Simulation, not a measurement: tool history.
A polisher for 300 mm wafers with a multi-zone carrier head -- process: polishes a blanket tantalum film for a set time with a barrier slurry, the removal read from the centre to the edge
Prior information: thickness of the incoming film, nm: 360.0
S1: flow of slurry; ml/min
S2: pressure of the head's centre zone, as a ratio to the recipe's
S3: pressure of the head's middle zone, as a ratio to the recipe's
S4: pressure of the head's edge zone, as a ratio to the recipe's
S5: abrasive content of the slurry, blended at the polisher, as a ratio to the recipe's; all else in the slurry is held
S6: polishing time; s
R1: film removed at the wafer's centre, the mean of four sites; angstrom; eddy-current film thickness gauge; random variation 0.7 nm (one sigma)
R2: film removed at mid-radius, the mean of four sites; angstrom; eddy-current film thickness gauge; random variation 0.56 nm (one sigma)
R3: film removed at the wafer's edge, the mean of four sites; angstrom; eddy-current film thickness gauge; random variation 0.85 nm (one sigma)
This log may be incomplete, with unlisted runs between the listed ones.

Run 1, hour 0: S1 235 ml/min, S2 1, S3 1, S4 1, S5 1, S6 53 s. Result: R1 855.85 angstrom, R2 861 angstrom, R3 864.67 angstrom.
Run 2, hour 1.9: S1 250 ml/min, S2 1.02, S3 1, S4 1.04, S5 1, S6 53 s. Result: R1 888.55 angstrom, R2 866.83 angstrom, R3 878.01 angstrom.
Run 3, hour 6.4: S1 250 ml/min, S2 1.02, S3 1, S4 1.04, S5 1, S6 45 s. Result: R1 745.79 angstrom, R2 742.51 angstrom, R3 748.32 angstrom.
Run 4, hour 14.8: S1 250 ml/min, S2 1.02, S3 0.95, S4 1.04, S5 1, S6 45 s. Result: R1 760.89 angstrom, R2 708.49 angstrom, R3 744.66 angstrom.
Run 5, hour 22.8: S1 240 ml/min, S2 1.03, S3 0.96, S4 1.07, S5 1.15, S6 46 s. Result: R1 797.29 angstrom, R2 748.14 angstrom, R3 790.34 angstrom.
Run 6, hour 24.5: S1 245 ml/min, S2 1.04, S3 0.96, S4 1.1, S5 1.25, S6 47 s. Result: R1 835.37 angstrom, R2 776 angstrom, R3 836.77 angstrom.
Run 7, hour 30.9: S1 245 ml/min, S2 1.04, S3 0.96, S4 1.1, S5 1.25, S6 47 s. Result: R1 843.35 angstrom, R2 770.49 angstrom, R3 826.58 angstrom.

Run 8 has not been measured yet. What should we expect?
Run 8, hour 33.6: S1 290 ml/min, S2 1.08, S3 1, S4 1.19, S5 1.5, S6 50 s. Result: R1 ?, R2 ?, R3 ?.

{"run 8": {"R1": 964.25, "R2": 901.33, "R3": 970.28}}

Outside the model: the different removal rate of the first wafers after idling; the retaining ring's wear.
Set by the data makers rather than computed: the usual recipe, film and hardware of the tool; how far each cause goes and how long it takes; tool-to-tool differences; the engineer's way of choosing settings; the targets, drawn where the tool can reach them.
